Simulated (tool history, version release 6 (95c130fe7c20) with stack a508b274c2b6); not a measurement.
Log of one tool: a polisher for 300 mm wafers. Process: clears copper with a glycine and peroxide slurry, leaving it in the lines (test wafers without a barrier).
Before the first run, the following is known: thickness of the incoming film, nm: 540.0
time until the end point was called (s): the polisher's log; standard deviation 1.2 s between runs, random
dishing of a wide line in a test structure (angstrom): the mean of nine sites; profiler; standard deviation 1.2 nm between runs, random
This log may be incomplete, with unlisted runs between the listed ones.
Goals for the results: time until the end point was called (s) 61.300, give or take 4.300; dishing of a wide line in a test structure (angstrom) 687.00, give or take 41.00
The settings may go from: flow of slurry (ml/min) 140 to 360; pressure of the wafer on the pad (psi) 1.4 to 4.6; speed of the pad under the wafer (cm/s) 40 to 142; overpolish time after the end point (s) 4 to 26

run	hour	flow of slurry (ml/min)	pressure of the wafer on the pad (psi)	speed of the pad under the wafer (cm/s)	overpolish time after the end point (s)	time until the end point was called (s)	dishing of a wide line in a test structure (angstrom)
1	0.0	230	3.0	90	13	85.216	567.56
2	8.9	230	3.2	90	13	81.531	552.32
3	12.3	230	3.2	90	16	83.254	673.32
4	13.2	230	3.4	90	16	79.028	695.20
5	16.4	230	3.4	76	16	91.149	636.23
6	21.1	230	3.6	78	16	84.912	673.41
7	22.7	230	3.7	80	15	81.169	650.80
8	26.0	230	3.7	80	15	81.593	655.28
9	29.5	230	3.8	82	15	77.553	677.61
10	35.2	230	3.9	82	15	78.448	694.16
11	41.4	230	4.0	84	14	74.318	679.12
12	49.2	230	4.0	84	14	74.027	694.80
13	56.8	230	4.1	84	13	71.259	646.46
14	61.3	230	4.2	84	13	70.382	676.64
15	68.1	230	4.3	84	13	70.257	669.56
16	75.0	230	4.3	86	13	67.304	676.93

Exactly one of the 4 candidate moves below puts every result within its allowed miss. Which one?
A	81.9	305	4.2	98	12	?	?
B	81.9	225	4.5	78	13	?	?
C	81.9	255	3.5	100	14	?	?
D	81.9	225	4.2	88	13	?	?

move	time until the end point was called (s)	dishing of a wide line in a test structure (angstrom)
A	61.267	685.81
B	72.958	638.30
C	70.933	683.94
D	69.536	661.25
A: all results in spec
B: moves away from the targets compared with the last run
C: moves away from the targets compared with the last run
D: moves away from the targets compared with the last run
Correct choice: A, which meets every target

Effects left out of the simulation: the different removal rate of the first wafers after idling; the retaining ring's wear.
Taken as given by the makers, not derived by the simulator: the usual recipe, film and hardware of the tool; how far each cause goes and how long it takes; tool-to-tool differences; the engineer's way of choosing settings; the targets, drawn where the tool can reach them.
